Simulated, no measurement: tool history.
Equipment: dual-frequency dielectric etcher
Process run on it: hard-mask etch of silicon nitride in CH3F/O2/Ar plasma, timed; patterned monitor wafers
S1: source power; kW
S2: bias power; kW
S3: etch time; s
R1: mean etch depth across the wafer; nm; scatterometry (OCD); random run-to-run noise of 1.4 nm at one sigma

| run | hour | S1 | S2 | S3 | R1 |
|---|---|---|---|---|---|
| 1 | 0.0 | 0.550 | 0.070 | 285.0 | 212.76 |
| 2 | 6.1 | 0.580 | 0.070 | 285.0 | 214.44 |
| 3 | 11.1 | 0.600 | 0.073 | 286.0 | 220.26 |
| 4 | 12.4 | 0.670 | 0.073 | 286.0 | 226.14 |
| 5 | 13.1 | 0.680 | 0.075 | 287.0 | 230.74 |
| 6 | 17.7 | 0.680 | 0.070 | 287.0 | 221.99 |

What does the tool deliver on the next run?
| 7 | 18.3 | 0.680 | 0.073 | 287.5 | ? |

{"run 7": {"R1": 227.65}}
